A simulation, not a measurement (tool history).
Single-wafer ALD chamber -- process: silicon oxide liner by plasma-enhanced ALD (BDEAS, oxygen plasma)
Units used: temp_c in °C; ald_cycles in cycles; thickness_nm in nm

| run | day | temp_c | ald_cycles | thickness_nm |
|---|---|---|---|---|
| 1 | 0.000 | 310 | 66 | 5.8958 |
| 2 | 0.350 | 311 | 62 | 5.5065 |
| 3 | 0.438 | 312 | 60 | 5.3305 |
| 4 | 0.567 | 312 | 69 | 6.0918 |
| 5 | 0.779 | 322 | 69 | 6.0249 |
| 6 | 1.021 | 323 | 65 | 5.6743 |

Run 7 has not been measured yet. What should we expect?
| 7 | 1.242 | 323 | 62 | ? |

thickness_nm: 5.4136 nm
